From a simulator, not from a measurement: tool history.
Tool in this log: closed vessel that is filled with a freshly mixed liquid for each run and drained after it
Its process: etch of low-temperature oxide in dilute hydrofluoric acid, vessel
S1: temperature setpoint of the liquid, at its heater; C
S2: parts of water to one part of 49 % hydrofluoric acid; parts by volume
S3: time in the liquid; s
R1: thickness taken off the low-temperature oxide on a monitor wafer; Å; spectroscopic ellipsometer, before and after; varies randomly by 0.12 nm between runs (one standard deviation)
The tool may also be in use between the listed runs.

run  hour    S1   S2   S3      R1
  1     0    24  115  205   304.2
  2   6.8    24   85  205  422.67
  3   9.1  23.5   90  205  389.13
  4  13.7  23.5  105  205  328.51
  5  20.4    23  110  205  305.23
  6  26.9    23   90  205  380.69
  7  32.4  22.5   95  205  349.74
  8  36.9    22  100  205  324.94
  9  43.4    22  100  205  322.94
 10  52.1  21.5  105  205  305.47
 11  54.6    21  110  205  279.41
 12    59  20.5  115  205  260.96

Run 13, settings as shown, results not yet in. Your forecast:
 13  65.2  20  120  205   ?

Run 13 came out at R1 241.66 Å.
